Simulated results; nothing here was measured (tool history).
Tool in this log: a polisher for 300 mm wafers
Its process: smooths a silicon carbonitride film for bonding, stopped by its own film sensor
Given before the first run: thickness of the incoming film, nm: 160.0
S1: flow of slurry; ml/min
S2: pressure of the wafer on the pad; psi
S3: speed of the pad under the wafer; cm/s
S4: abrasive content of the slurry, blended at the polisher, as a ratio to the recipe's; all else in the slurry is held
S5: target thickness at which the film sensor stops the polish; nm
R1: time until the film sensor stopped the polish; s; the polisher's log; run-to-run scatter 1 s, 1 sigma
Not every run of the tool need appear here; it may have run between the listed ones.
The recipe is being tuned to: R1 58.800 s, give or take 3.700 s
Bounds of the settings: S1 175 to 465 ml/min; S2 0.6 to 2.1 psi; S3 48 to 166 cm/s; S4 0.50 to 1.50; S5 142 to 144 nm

run    day   S1   S2   S3    S4   S5       R1
  1  0.000  295  1.3  106  1.00  142   89.178
  2  0.092  295  1.3   80  1.00  142  103.960
  3  0.154  295  1.3   80  1.00  142  103.250
  4  0.446  295  1.2   80  1.00  142  115.630
  5  0.696  295  1.2   80  1.20  142  109.180
  6  1.000  295  1.4   82  1.20  142   90.006
  7  1.271  295  1.5   84  1.20  142   80.434
  8  1.604  295  1.6   86  1.20  142   74.469
  9  1.967  295  1.7   88  1.20  142   71.068

Below are 4 possible settings for the next run. Only one of them brings all results inside the allowed miss of their targets. Which is it?
  A  2.329  235  1.6  112  1.15  144   ?
  B  2.329  275  1.6   76  1.00  144   ?
  C  2.329  275  1.4   76  1.15  142   ?
  D  2.329  230  1.5   92  1.25  142   ?

move      R1
   A  60.876
   B  80.726
   C  97.681
   D  80.329
A: meets every target
B: its largest miss is bigger than the last run's
C: its largest miss is bigger than the last run's
D: its largest miss is bigger than the last run's
A is the move that brings every result within its allowed miss.
